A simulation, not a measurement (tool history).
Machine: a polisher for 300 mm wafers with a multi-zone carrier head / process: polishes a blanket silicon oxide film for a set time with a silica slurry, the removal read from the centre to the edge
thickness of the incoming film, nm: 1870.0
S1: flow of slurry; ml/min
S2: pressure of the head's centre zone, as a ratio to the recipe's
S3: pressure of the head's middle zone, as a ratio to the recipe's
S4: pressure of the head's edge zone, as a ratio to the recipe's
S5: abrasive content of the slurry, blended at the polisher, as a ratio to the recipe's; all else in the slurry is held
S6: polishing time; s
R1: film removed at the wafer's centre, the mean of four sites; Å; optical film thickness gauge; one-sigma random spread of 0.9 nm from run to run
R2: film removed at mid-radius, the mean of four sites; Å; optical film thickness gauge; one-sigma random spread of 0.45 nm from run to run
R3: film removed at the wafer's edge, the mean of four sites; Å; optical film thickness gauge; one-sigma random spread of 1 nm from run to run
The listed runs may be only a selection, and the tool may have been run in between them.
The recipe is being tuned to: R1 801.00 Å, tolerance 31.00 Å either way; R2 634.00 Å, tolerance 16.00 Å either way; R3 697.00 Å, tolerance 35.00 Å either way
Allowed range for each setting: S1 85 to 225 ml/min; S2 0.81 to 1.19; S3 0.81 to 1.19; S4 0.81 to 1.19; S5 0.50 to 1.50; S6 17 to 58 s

run 1 hour=0.0 | S1=145 S2=1.00 S3=1.00 S4=1.00 S5=1.00 S6=37 | R1=998.01 R2=960.06 R3=956.41
run 2 hour=6.4 | S1=145 S2=1.00 S3=1.00 S4=1.00 S5=0.90 S6=37 | R1=938.51 R2=894.44 R3=902.99
run 3 hour=12.8 | S1=145 S2=1.00 S3=1.05 S4=1.00 S5=0.90 S6=37 | R1=930.78 R2=925.01 R3=905.22
run 4 hour=20.5 | S1=145 S2=0.96 S3=1.05 S4=1.00 S5=0.90 S6=37 | R1=893.20 R2=939.56 R3=890.56
run 5 hour=21.2 | S1=145 S2=0.88 S3=1.05 S4=1.00 S5=0.90 S6=37 | R1=804.13 R2=931.67 R3=890.75
run 6 hour=25.8 | S1=145 S2=0.88 S3=1.05 S4=1.00 S5=1.00 S6=37 | R1=874.85 R2=996.39 R3=962.13
run 7 hour=34.1 | S1=135 S2=0.93 S3=0.98 S4=0.97 S5=0.90 S6=37 | R1=857.09 R2=876.08 R3=868.39
run 8 hour=34.8 | S1=95 S2=1.03 S3=0.88 S4=0.94 S5=0.65 S6=37 | R1=672.23 R2=562.38 R3=619.35
run 9 hour=38.4 | S1=110 S2=1.04 S3=0.88 S4=0.95 S5=0.65 S6=37 | R1=681.38 R2=583.91 R3=641.29
run 10 hour=42.3 | S1=110 S2=1.04 S3=0.88 S4=0.95 S5=0.65 S6=37 | R1=683.12 R2=578.08 R3=625.06
run 11 hour=45.3 | S1=120 S2=1.07 S3=0.88 S4=0.98 S5=0.65 S6=37 | R1=711.84 R2=588.00 R3=651.93
run 12 hour=47.1 | S1=130 S2=1.09 S3=0.88 S4=0.99 S5=0.65 S6=37 | R1=759.61 R2=597.41 R3=666.80
run 13 hour=53.4 | S1=135 S2=1.09 S3=0.88 S4=0.99 S5=0.65 S6=37 | R1=747.79 R2=601.95 R3=653.23
run 14 hour=60.3 | S1=140 S2=1.10 S3=0.88 S4=1.01 S5=0.65 S6=37 | R1=765.69 R2=600.23 R3=667.53
run 15 hour=69.1 | S1=145 S2=1.10 S3=0.88 S4=1.02 S5=0.65 S6=37 | R1=777.32 R2=609.97 R3=686.20
run 16 hour=70.1 | S1=145 S2=1.10 S3=0.88 S4=1.02 S5=0.65 S6=37 | R1=745.26 R2=604.53 R3=696.64
run 17 hour=72.5 | S1=150 S2=1.11 S3=0.88 S4=1.01 S5=0.65 S6=37 | R1=787.38 R2=620.73 R3=682.93
run 18 hour=81.1 | S1=155 S2=1.11 S3=0.88 S4=1.01 S5=0.65 S6=37 | R1=788.54 R2=616.47 R3=673.26
run 19 hour=89.0 | S1=165 S2=1.11 S3=0.89 S4=1.06 S5=0.70 S6=37 | R1=851.61 R2=680.40 R3=756.72
run 20 hour=96.0 | S1=165 S2=1.11 S3=0.89 S4=1.06 S5=0.70 S6=37 | R1=873.39 R2=674.08 R3=766.21
run 21 hour=102.0 | S1=155 S2=1.11 S3=0.89 S4=1.04 S5=0.70 S6=37 | R1=858.38 R2=675.61 R3=745.96
run 22 hour=103.1 | S1=150 S2=1.10 S3=0.88 S4=1.03 S5=0.70 S6=37 | R1=820.79 R2=674.39 R3=744.51
run 23 hour=108.0 | S1=145 S2=1.11 S3=0.88 S4=1.02 S5=0.70 S6=37 | R1=836.15 R2=651.78 R3=722.02

Next run, 4 choices. One meets every target within its allowed miss, the rest don't. Which?
run A hour=112.9 | S1=165 S2=1.04 S3=0.97 S4=0.95 S5=0.80 S6=31 | R1=? R2=? R3=?
run B hour=112.9 | S1=145 S2=1.09 S3=0.89 S4=1.04 S5=0.70 S6=38 | R1=? R2=? R3=?
run C hour=112.9 | S1=130 S2=1.10 S3=0.87 S4=0.98 S5=0.80 S6=32 | R1=? R2=? R3=?
run D hour=112.9 | S1=190 S2=1.18 S3=0.86 S4=0.94 S5=0.95 S6=28 | R1=? R2=? R3=?

move=A R1=754.42 R2=685.39 R3=687.41
move=B R1=838.79 R2=683.80 R3=768.92
move=C R1=788.26 R2=627.91 R3=701.34
move=D R1=899.90 R2=657.05 R3=714.19
A: pushes the last run's worst result past its target
B: further off than the last run
C: each result inside its tolerance
D: further off than the last run
Go with C: it meets all targets.

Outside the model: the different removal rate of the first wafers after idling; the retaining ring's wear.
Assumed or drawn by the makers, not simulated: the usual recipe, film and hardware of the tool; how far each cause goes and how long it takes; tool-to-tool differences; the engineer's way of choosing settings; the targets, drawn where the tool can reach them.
